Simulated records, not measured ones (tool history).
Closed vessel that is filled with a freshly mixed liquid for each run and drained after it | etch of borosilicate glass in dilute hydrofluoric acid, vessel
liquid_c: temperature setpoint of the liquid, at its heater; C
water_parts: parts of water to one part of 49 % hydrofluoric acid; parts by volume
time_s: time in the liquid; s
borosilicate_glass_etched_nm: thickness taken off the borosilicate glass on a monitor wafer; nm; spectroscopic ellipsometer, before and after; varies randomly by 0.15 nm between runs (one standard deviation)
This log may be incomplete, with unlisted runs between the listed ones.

| run | hour | liquid_c | water_parts | time_s | borosilicate_glass_etched_nm |
|---|---|---|---|---|---|
| 1 | 0 | 25 | 270 | 370 | 48.064 |
| 2 | 2.2 | 23.5 | 270 | 370 | 46.209 |
| 3 | 3.8 | 22 | 275 | 370 | 42.754 |
| 4 | 11 | 22 | 200 | 370 | 63.101 |
| 5 | 18 | 22 | 165 | 370 | 79.529 |
| 6 | 25.8 | 21 | 190 | 370 | 64.58 |
| 7 | 34.4 | 20 | 210 | 370 | 55.14 |
| 8 | 36.2 | 20 | 210 | 370 | 55.557 |
| 9 | 38.3 | 19.5 | 225 | 370 | 49.744 |

What will run 10 give?
| 10 | 43.2 | 19 | 235 | 370 | ? |

borosilicate_glass_etched_nm: 46.136 nm

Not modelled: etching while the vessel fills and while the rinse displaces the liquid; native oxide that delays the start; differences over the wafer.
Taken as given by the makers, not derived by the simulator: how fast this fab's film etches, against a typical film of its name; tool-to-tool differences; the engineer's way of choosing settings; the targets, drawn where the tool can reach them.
